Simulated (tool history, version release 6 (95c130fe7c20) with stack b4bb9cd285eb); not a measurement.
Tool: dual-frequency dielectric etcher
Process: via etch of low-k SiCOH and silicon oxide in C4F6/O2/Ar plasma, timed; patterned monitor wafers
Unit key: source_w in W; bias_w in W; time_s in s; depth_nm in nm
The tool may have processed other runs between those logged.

| run | hour | source_w | bias_w | time_s | depth_nm |
|---|---|---|---|---|---|
| 1 | 0 | 430 | 245 | 26 | 72.903 |
| 2 | 8.1 | 430 | 219 | 26 | 70.548 |
| 3 | 15.3 | 480 | 222 | 26 | 73.886 |
| 4 | 16.7 | 510 | 222 | 26 | 75.42 |
| 5 | 25.4 | 540 | 224 | 26 | 77.122 |
| 6 | 28.5 | 540 | 242 | 26 | 78.938 |

What will run 7 give?
| 7 | 36.5 | 550 | 243 | 26 | ? |

depth_nm: 79.981 nm
